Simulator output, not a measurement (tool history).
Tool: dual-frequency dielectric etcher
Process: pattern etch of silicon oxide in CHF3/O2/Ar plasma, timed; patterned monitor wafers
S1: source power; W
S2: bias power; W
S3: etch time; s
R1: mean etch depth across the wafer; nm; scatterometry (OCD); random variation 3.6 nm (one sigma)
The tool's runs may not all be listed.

run,day,S1,S2,S3,R1
1,0.000,610,160,618.5,1130.8
2,0.217,610,160,618.5,1118.0
3,0.296,610,160,647.5,1177.3
4,0.500,610,178,647.5,1212.0
5,0.679,560,172,645.5,1138.7
6,0.908,560,186,645.5,1171.4

The next listed run, before its measurement:
7,1.162,520,184,645.0,?

Run 7 gave R1 1116.8 nm.

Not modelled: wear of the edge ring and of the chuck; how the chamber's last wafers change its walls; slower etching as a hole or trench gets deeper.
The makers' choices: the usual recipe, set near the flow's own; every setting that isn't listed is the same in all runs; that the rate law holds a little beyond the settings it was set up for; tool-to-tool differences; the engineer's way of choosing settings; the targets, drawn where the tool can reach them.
